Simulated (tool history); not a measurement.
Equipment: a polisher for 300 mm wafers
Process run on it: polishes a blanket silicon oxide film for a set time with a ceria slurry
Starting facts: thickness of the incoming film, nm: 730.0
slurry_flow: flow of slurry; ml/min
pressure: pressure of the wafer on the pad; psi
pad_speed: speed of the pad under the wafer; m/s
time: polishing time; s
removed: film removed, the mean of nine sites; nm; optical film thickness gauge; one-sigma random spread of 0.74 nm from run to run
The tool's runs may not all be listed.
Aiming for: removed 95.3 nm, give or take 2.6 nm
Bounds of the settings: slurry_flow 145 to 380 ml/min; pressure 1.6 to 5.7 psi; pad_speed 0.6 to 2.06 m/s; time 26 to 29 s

run,hour,slurry_flow,pressure,pad_speed,time,removed
1,0,245,3.6,1.32,29,174.53
2,7.1,245,3.6,1.02,29,148.82
3,13.4,245,4.1,1.02,29,166.13
4,20.3,245,4.1,1.02,26,149.21
5,22.9,245,3.9,1.02,26,145.18
6,31.4,245,3.7,1.02,26,135.62
7,37.3,245,3.6,1.02,26,132.24
8,38.8,245,3.6,1.02,26,132.65
9,44.2,245,3.5,1.02,26,130.26
10,51,245,3.4,1.02,26,125.6
11,59.8,245,3.3,1.02,26,120.42
12,60.9,245,3.3,1.02,26,122.46
13,68.5,245,3.2,1.02,26,120.18
14,74.1,245,3.1,1.02,26,115.21
15,80.1,245,3,1.02,26,110.78
16,87.1,245,2.9,1.02,26,107.06
17,90.6,240,2.7,1.02,26,100.61
18,99,235,2.7,1.02,26,99.339
19,100.7,230,2.7,1.02,26,99.489
20,108.7,225,2.7,1.02,26,99.222
21,112.1,220,2.7,1.02,26,100.19
22,114.4,220,2.5,1.02,26,92.629

4 candidate next runs follow, results not yet known. Just one meets every target within its allowed miss. Identify it.
A,116.7,145,2.2,1.34,26,?
B,116.7,260,2.5,0.96,27,?
C,116.7,255,2.1,1.22,26,?
D,116.7,185,2.3,0.98,29,?

move,removed
A,90.094
B,94.313
C,88.921
D,90.331
A: its largest miss is bigger than the last run's
B: every result lands within tolerance
C: its largest miss is bigger than the last run's
D: its largest miss is bigger than the last run's
Answer: B
